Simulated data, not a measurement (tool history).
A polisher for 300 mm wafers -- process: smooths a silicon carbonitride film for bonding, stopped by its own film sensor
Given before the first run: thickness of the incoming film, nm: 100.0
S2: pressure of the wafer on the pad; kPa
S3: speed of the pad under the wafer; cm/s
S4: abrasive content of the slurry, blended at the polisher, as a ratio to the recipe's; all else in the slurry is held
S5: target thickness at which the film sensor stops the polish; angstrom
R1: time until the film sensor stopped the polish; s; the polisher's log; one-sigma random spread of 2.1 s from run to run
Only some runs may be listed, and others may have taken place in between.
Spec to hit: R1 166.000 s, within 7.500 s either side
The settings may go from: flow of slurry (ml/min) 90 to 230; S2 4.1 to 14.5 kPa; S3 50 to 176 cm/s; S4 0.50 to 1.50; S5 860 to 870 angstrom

Run 1, day 0.000: flow of slurry (ml/min) 150, S2 9.0 kPa, S3 112 cm/s, S4 1.00, S5 870 angstrom. Result: R1 64.137 s.
Run 2, day 0.112: flow of slurry (ml/min) 150, S2 9.0 kPa, S3 138 cm/s, S4 1.00, S5 870 angstrom. Result: R1 54.745 s.
Run 3, day 0.421: flow of slurry (ml/min) 150, S2 9.0 kPa, S3 138 cm/s, S4 0.80, S5 870 angstrom. Result: R1 58.860 s.
Run 4, day 0.767: flow of slurry (ml/min) 150, S2 9.0 kPa, S3 166 cm/s, S4 0.80, S5 870 angstrom. Result: R1 51.092 s.
Run 5, day 1.017: flow of slurry (ml/min) 150, S2 7.6 kPa, S3 166 cm/s, S4 0.80, S5 870 angstrom. Result: R1 60.153 s.
Run 6, day 1.312: flow of slurry (ml/min) 120, S2 7.6 kPa, S3 166 cm/s, S4 0.80, S5 870 angstrom. Result: R1 63.288 s.
Run 7, day 1.412: flow of slurry (ml/min) 120, S2 6.9 kPa, S3 150 cm/s, S4 0.75, S5 870 angstrom. Result: R1 74.746 s.
Run 8, day 1.592: flow of slurry (ml/min) 120, S2 6.2 kPa, S3 134 cm/s, S4 0.70, S5 870 angstrom. Result: R1 93.632 s.
Run 9, day 1.954: flow of slurry (ml/min) 115, S2 4.1 kPa, S3 102 cm/s, S4 0.65, S5 870 angstrom. Result: R1 185.530 s.
Run 10, day 1.988: flow of slurry (ml/min) 115, S2 4.8 kPa, S3 102 cm/s, S4 0.65, S5 870 angstrom. Result: R1 158.750 s.

4 candidate next runs follow, results not yet known. Just one meets every target within its allowed miss. Identify it.
Run A, day 2.021: flow of slurry (ml/min) 150, S2 6.2 kPa, S3 76 cm/s, S4 0.65, S5 870 angstrom. Result: R1 ?.
Run B, day 2.021: flow of slurry (ml/min) 110, S2 5.5 kPa, S3 92 cm/s, S4 0.80, S5 860 angstrom. Result: R1 ?.
Run C, day 2.021: flow of slurry (ml/min) 125, S2 4.8 kPa, S3 90 cm/s, S4 0.70, S5 870 angstrom. Result: R1 ?.
Run D, day 2.021: flow of slurry (ml/min) 135, S2 4.8 kPa, S3 98 cm/s, S4 0.70, S5 870 angstrom. Result: R1 ?.

move       R1
   A  150.780
   B  153.520
   C  168.530
   D  154.730
A: its largest miss is bigger than the last run's
B: its largest miss is bigger than the last run's
C: meets every target
D: its largest miss is bigger than the last run's
Move C is the one to make.
